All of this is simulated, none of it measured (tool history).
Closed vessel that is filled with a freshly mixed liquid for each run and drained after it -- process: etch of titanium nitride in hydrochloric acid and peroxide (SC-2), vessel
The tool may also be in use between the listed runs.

run,hour,temperature setpoint of the liquid (C),parts of water to one part each of 37 % hydrochloric acid and 30 % peroxide (parts by volume),time in the liquid (s),thickness taken off the titanium nitride on a monitor wafer (Å)
1,0,62,6.5,205,253.96
2,4.3,63,6.5,205,269.99
3,9.2,63,5,205,328.48
4,18.2,63,5,205,327.4
5,25.1,63.5,5,205,340.2
6,32,63.5,5,205,339.07

What will run 7 give?
7,35.9,64,5,205,?

{"run 7": {"thickness taken off the titanium nitride on a monitor wafer (Å)": 348.12}}

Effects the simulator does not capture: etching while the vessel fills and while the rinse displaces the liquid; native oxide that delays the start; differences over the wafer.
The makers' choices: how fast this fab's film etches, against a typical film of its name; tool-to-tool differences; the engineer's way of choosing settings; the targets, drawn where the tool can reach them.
